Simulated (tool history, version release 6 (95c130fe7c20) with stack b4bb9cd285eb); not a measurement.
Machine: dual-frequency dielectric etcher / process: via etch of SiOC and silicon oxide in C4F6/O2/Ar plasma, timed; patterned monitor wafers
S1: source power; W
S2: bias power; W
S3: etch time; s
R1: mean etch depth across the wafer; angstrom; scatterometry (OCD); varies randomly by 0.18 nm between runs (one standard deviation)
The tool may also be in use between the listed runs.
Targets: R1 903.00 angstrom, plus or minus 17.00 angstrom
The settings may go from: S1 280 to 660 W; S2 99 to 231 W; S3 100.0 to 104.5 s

run,hour,S1,S2,S3,R1
1,0.0,470,165,100.0,1100.60
2,2.4,390,165,100.0,1009.20
3,10.0,350,165,100.0,954.84
4,12.1,290,165,100.0,864.27
5,19.0,370,165,100.0,981.25
6,26.8,420,165,100.0,1041.00
7,31.6,400,164,100.0,1013.10
8,35.2,380,163,100.0,992.35
9,40.4,280,153,100.0,826.84
10,41.7,290,153,100.0,844.27
11,43.8,300,153,100.0,863.15
12,44.9,310,153,100.0,876.65

Which of these 4 next moves meets every target?
A,46.0,330,148,101.5,?
B,46.0,300,130,104.0,?
C,46.0,330,157,103.5,?
D,46.0,340,153,102.0,?

move,R1
A,905.42
B,849.06
C,939.81
D,933.23
A: meets every target
B: its largest miss is bigger than the last run's
C: pushes the last run's worst result past its target
D: pushes the last run's worst result past its target
Go with A: it meets all targets.

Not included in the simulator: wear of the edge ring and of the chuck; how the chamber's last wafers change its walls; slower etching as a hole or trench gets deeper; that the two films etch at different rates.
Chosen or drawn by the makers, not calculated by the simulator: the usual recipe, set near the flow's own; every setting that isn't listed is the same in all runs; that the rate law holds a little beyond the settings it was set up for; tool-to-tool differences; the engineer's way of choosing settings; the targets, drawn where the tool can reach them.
